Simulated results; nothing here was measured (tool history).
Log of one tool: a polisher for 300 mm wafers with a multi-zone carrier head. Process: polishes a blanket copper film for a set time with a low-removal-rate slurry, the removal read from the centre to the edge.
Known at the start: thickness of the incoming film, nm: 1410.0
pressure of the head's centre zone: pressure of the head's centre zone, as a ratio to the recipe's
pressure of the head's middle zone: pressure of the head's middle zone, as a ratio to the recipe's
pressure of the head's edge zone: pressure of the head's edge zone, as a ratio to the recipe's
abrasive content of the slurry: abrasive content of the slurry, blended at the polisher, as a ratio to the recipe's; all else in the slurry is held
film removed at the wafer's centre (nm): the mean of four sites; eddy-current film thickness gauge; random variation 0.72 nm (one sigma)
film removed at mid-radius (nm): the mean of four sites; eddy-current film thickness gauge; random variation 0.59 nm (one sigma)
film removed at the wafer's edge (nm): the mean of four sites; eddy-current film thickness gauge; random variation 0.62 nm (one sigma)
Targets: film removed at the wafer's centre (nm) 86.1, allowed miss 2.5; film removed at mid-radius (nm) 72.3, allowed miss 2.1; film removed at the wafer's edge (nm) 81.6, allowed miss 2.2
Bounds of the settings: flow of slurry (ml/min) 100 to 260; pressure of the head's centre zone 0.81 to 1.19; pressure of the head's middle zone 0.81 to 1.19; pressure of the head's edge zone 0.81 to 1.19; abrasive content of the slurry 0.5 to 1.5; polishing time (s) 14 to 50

run	hour	flow of slurry (ml/min)	pressure of the head's centre zone	pressure of the head's middle zone	pressure of the head's edge zone	abrasive content of the slurry	polishing time (s)	film removed at the wafer's centre (nm)	film removed at mid-radius (nm)	film removed at the wafer's edge (nm)
1	0	165	1	1	1	1	32	89.015	88.758	86.543
2	4	165	1	1	0.96	1	32	88.898	88.265	84.675
3	11.8	165	1.07	1	0.96	1	32	94.907	87.931	83.817
4	18.9	165	1.07	0.93	0.96	1	32	96.251	82.524	84.004
5	22.3	165	1.07	0.93	1.04	1	32	95.546	82.794	88.873
6	30.3	165	1.13	0.93	1.04	1	32	100.43	82.808	89.34
7	36.1	160	1.12	0.92	1.03	1	32	96.962	82.029	88.248
8	36.9	160	1.12	0.92	1.03	1	32	99.383	81.883	87.499
9	41.8	155	1.11	0.91	1.03	1	32	98.652	81.091	87.377
10	45.7	150	1.09	0.9	1.03	1	32	95.143	79.456	85.858
11	51.3	145	1.08	0.89	1.04	1	32	94.247	78.696	87.245
12	54.7	140	1.07	0.88	1.04	1	32	92.178	77.234	86.929
13	61.1	135	1.07	0.88	1.03	1	32	92.667	76.738	85.472
# hour 63.6: edge zone pressure recalibrated
14	63.6	105	1.02	0.85	1	0.95	32	83.093	71.623	84.45

5 next moves are on the table. One of them brings every result within its allowed miss. Which?
A	66.1	100	1.13	0.86	1.03	0.9	31	?	?	?
B	66.1	115	1.02	0.9	1.01	1.05	30	?	?	?
C	66.1	140	1.06	0.88	0.98	1	30	?	?	?
D	66.1	140	1.07	0.82	0.98	0.75	33	?	?	?
E	66.1	170	1.04	0.93	0.96	1.1	27	?	?	?

move	film removed at the wafer's centre (nm)	film removed at mid-radius (nm)	film removed at the wafer's edge (nm)
A	86.492	68.295	81.018
B	80.182	72.518	81.297
C	85.859	73.027	81.409
D	90.66	72.118	85.268
E	79.851	72.174	75.402
A: brings the result that was furthest off to its target, and leaves another outside
B: brings the result that was furthest off to its target, and leaves another outside
C: meets every target
D: further off than the last run
E: takes the result that was furthest off past its target
Answer: C
